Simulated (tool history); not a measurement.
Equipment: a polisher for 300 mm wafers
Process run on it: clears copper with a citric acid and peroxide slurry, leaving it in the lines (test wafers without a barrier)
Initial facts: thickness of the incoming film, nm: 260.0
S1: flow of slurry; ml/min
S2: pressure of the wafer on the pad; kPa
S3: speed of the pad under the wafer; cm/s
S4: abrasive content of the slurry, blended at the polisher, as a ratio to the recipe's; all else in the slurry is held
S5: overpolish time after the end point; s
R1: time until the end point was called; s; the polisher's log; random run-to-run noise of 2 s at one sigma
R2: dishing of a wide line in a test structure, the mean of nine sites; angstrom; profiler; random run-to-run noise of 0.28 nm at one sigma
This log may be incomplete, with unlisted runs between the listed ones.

run 1 hour=0 | S1=315 S2=17.2 S3=92 S4=1 S5=29 | R1=136.11 R2=340.46
run 2 hour=3.7 | S1=315 S2=17.2 S3=92 S4=1 S5=36 | R1=133.63 R2=405.04
run 3 hour=11.7 | S1=315 S2=17.2 S3=92 S4=1 S5=48 | R1=132.76 R2=490.09
run 4 hour=16.6 | S1=315 S2=15.9 S3=96 S4=1 S5=41 | R1=144.09 R2=435.37
run 5 hour=17.5 | S1=300 S2=17.2 S3=86 S4=0.9 S5=35 | R1=140.86 R2=373.72
run 6 hour=23.8 | S1=310 S2=17.9 S3=78 S4=1 S5=30 | R1=139.51 R2=338.33
run 7 hour=27.9 | S1=290 S2=18.6 S3=72 S4=0.9 S5=26 | R1=147.33 R2=283.82
run 8 hour=35.4 | S1=270 S2=19.3 S3=66 S4=0.85 S5=23 | R1=145.59 R2=254.9
run 9 hour=38.4 | S1=255 S2=20 S3=64 S4=0.8 S5=20 | R1=147.51 R2=222.99
run 10 hour=43 | S1=255 S2=20 S3=64 S4=0.8 S5=20 | R1=147.86 R2=228.55
run 11 hour=45.5 | S1=255 S2=20 S3=64 S4=0.8 S5=20 | R1=145.55 R2=226.93

Expected results for the next run?
run 12 hour=52.9 | S1=245 S2=20 S3=64 S4=0.75 S5=18 | R1=? R2=?

Run 12 measured R1 155.37 s, R2 202.66 angstrom.
